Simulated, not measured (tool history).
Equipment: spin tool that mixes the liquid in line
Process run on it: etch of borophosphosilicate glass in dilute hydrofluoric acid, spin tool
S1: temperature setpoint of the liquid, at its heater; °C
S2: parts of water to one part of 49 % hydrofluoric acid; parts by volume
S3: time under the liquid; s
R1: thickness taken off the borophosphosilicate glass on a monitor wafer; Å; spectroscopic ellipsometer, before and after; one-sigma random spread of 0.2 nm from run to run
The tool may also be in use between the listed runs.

run 1 hour=0 | S1=25 S2=195 S3=50 | R1=188.36
run 2 hour=7.4 | S1=26.5 S2=175 S3=50 | R1=228.4
run 3 hour=13 | S1=26.5 S2=175 S3=55 | R1=250.47
run 4 hour=17.1 | S1=26.5 S2=205 S3=55 | R1=205.95
run 5 hour=19.6 | S1=26.5 S2=160 S3=55 | R1=279.16
run 6 hour=27.7 | S1=24.5 S2=160 S3=55 | R1=258.49
run 7 hour=30.3 | S1=26 S2=150 S3=55 | R1=295.04
run 8 hour=38.5 | S1=26 S2=150 S3=55 | R1=295.48

Predict the results of run 9:
run 9 hour=47 | S1=27.5 S2=140 S3=55 | R1=?

R1: 337.89 Å
